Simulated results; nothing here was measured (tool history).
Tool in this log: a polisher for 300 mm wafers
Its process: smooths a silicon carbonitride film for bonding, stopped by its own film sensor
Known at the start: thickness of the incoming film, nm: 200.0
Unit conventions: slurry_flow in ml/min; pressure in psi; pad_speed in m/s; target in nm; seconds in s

Run 1, hour 0.0: slurry_flow 230 ml/min, pressure 2.0 psi, pad_speed 0.86 m/s, slurry_solids 1.00, target 161 nm. Result: seconds 192.34 s.
Run 2, hour 6.5: slurry_flow 230 ml/min, pressure 2.0 psi, pad_speed 0.86 m/s, slurry_solids 1.00, target 161 nm. Result: seconds 201.50 s.
Run 3, hour 12.2: slurry_flow 280 ml/min, pressure 2.0 psi, pad_speed 0.86 m/s, slurry_solids 1.00, target 161 nm. Result: seconds 188.41 s.
Run 4, hour 19.6: slurry_flow 280 ml/min, pressure 2.0 psi, pad_speed 0.86 m/s, slurry_solids 1.00, target 159 nm. Result: seconds 199.49 s.
Run 5, hour 26.3: slurry_flow 280 ml/min, pressure 1.9 psi, pad_speed 0.86 m/s, slurry_solids 1.00, target 159 nm. Result: seconds 213.87 s.
Run 6, hour 27.4: slurry_flow 280 ml/min, pressure 1.9 psi, pad_speed 0.86 m/s, slurry_solids 1.15, target 159 nm. Result: seconds 195.08 s.
Run 7, hour 32.4: slurry_flow 280 ml/min, pressure 1.8 psi, pad_speed 0.86 m/s, slurry_solids 1.15, target 159 nm. Result: seconds 205.88 s.
Run 8, hour 33.6: slurry_flow 280 ml/min, pressure 1.7 psi, pad_speed 0.86 m/s, slurry_solids 1.15, target 159 nm. Result: seconds 216.90 s.
Run 9, hour 40.2: slurry_flow 280 ml/min, pressure 1.6 psi, pad_speed 0.86 m/s, slurry_solids 1.15, target 159 nm. Result: seconds 221.73 s.

Estimate the outcome of run 10 from the log above:
Run 10, hour 48.2: slurry_flow 280 ml/min, pressure 1.5 psi, pad_speed 0.86 m/s, slurry_solids 1.15, target 159 nm. Result: seconds ?.

seconds: 253.39 s
